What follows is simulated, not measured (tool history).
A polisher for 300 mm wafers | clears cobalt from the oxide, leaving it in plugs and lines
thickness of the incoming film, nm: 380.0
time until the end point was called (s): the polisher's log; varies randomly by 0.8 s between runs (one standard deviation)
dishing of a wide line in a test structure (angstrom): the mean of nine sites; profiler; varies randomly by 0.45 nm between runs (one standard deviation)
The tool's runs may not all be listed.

run,day,flow of slurry (ml/min),pressure of the wafer on the pad (psi),speed of the pad under the wafer (m/s),overpolish time after the end point (s),time until the end point was called (s),dishing of a wide line in a test structure (angstrom)
1,0.000,220,1.6,0.92,23,107.330,298.11
2,0.046,220,1.6,0.80,23,118.720,288.82
3,0.183,220,1.6,0.92,23,107.390,290.58
4,0.229,260,1.6,0.92,23,104.590,301.37
5,0.354,290,1.6,0.92,23,102.290,298.13
6,0.592,290,1.7,0.94,22,97.312,291.37
7,0.754,295,2.2,1.16,24,59.601,315.38

What does the tool deliver on the next run?
8,0.908,295,2.3,1.18,24,?,?

Run 8 came out at time until the end point was called (s) 57.336, dishing of a wide line in a test structure (angstrom) 315.70.

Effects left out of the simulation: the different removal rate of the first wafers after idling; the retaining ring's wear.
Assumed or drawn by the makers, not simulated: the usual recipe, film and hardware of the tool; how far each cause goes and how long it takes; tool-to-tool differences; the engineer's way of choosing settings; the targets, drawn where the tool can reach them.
